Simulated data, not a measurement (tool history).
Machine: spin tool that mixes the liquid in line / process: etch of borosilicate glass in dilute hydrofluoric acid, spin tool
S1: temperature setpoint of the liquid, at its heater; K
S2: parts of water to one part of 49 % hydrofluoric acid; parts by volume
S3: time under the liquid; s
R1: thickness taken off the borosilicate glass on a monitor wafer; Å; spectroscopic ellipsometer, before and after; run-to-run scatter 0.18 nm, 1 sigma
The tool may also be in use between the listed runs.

| run | day | S1 | S2 | S3 | R1 |
|---|---|---|---|---|---|
| 1 | 0.000 | 296.15 | 115 | 110 | 181.51 |
| 2 | 0.167 | 296.15 | 115 | 115 | 188.95 |
| 3 | 0.354 | 298.15 | 100 | 115 | 239.68 |
| 4 | 0.638 | 299.65 | 85 | 115 | 306.15 |
| 5 | 0.712 | 300.65 | 75 | 115 | 367.02 |
| 6 | 0.867 | 302.65 | 75 | 115 | 396.52 |
| 7 | 1.108 | 303.15 | 70 | 115 | 437.34 |
| 8 | 1.212 | 303.15 | 65 | 115 | 472.48 |

Run 9 has not been measured yet. What should we expect?
| 9 | 1.483 | 304.15 | 50 | 115 | ? |

Logged for run 9: R1 652.44 Å.
